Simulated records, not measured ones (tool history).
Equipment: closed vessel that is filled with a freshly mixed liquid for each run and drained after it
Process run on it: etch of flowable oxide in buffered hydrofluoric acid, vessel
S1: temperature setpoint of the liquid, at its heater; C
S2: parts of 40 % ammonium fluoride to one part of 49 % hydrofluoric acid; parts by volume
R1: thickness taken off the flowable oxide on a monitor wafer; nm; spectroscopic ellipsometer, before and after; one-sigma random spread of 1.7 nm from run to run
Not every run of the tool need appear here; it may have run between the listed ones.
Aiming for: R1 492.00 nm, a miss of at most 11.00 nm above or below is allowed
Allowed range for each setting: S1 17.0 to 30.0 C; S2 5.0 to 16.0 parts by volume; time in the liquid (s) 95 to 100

Run 1, hour 0.0: S1 22.0 C, S2 9.5 parts by volume, time in the liquid (s) 95. Result: R1 324.57 nm.
Run 2, hour 3.5: S1 24.5 C, S2 9.5 parts by volume, time in the liquid (s) 95. Result: R1 373.65 nm.
Run 3, hour 11.3: S1 26.0 C, S2 9.5 parts by volume, time in the liquid (s) 95. Result: R1 406.07 nm.
Run 4, hour 16.5: S1 26.0 C, S2 9.5 parts by volume, time in the liquid (s) 95. Result: R1 402.19 nm.
Run 5, hour 22.5: S1 27.0 C, S2 9.5 parts by volume, time in the liquid (s) 95. Result: R1 427.08 nm.
At hour 24.5: hydrofluoric acid flow meter replaced.
Run 6, hour 24.5: S1 27.0 C, S2 6.5 parts by volume, time in the liquid (s) 95. Result: R1 681.95 nm.
Run 7, hour 32.0: S1 25.0 C, S2 6.5 parts by volume, time in the liquid (s) 95. Result: R1 614.38 nm.
Run 8, hour 39.1: S1 23.5 C, S2 6.5 parts by volume, time in the liquid (s) 95. Result: R1 566.67 nm.

Pick the move, out of 5, that brings all results within their allowed miss; only one does.
Run A, hour 46.2: S1 22.5 C, S2 5.5 parts by volume, time in the liquid (s) 95. Result: R1 ?.
Run B, hour 46.2: S1 23.5 C, S2 6.0 parts by volume, time in the liquid (s) 100. Result: R1 ?.
Run C, hour 46.2: S1 23.5 C, S2 5.5 parts by volume, time in the liquid (s) 95. Result: R1 ?.
Run D, hour 46.2: S1 26.0 C, S2 8.5 parts by volume, time in the liquid (s) 95. Result: R1 ?.
Run E, hour 46.2: S1 23.5 C, S2 8.0 parts by volume, time in the liquid (s) 95. Result: R1 ?.

move      R1
   A  619.18
   B  639.53
   C  654.03
   D  493.46
   E  460.17
A: misses by more than the last run did
B: misses by more than the last run did
C: misses by more than the last run did
D: hits every target within its allowed miss
E: takes the result that was furthest off past its target
The move that meets every target is D.
